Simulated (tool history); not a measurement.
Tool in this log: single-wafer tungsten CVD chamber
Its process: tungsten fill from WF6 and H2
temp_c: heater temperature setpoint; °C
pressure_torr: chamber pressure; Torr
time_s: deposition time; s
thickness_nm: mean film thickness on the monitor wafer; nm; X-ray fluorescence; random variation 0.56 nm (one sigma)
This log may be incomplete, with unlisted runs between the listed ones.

{"run": 1, "hour": 0.0, "temp_c": 385, "pressure_torr": 40.3, "time_s": 34.4, "thickness_nm": 88.659}
{"run": 2, "hour": 8.2, "temp_c": 387, "pressure_torr": 40.4, "time_s": 34.4, "thickness_nm": 92.464}
{"run": 3, "hour": 13.2, "temp_c": 387, "pressure_torr": 37, "time_s": 34.4, "thickness_nm": 87.776}
{"run": 4, "hour": 17.3, "temp_c": 389, "pressure_torr": 37.1, "time_s": 34.4, "thickness_nm": 89.854}
{"run": 5, "hour": 17.9, "temp_c": 382, "pressure_torr": 37.1, "time_s": 34.4, "thickness_nm": 80.822}
{"run": 6, "hour": 26.5, "temp_c": 385, "pressure_torr": 37.2, "time_s": 34.4, "thickness_nm": 85.045}
{"run": 7, "hour": 33.2, "temp_c": 387, "pressure_torr": 37.3, "time_s": 34.4, "thickness_nm": 88.472}

What does the tool deliver on the next run?
{"run": 8, "hour": 42.2, "temp_c": 389, "pressure_torr": 37.4, "time_s": 34.4, "thickness_nm": "?"}

Run 8 produced thickness_nm 91.8 nm.
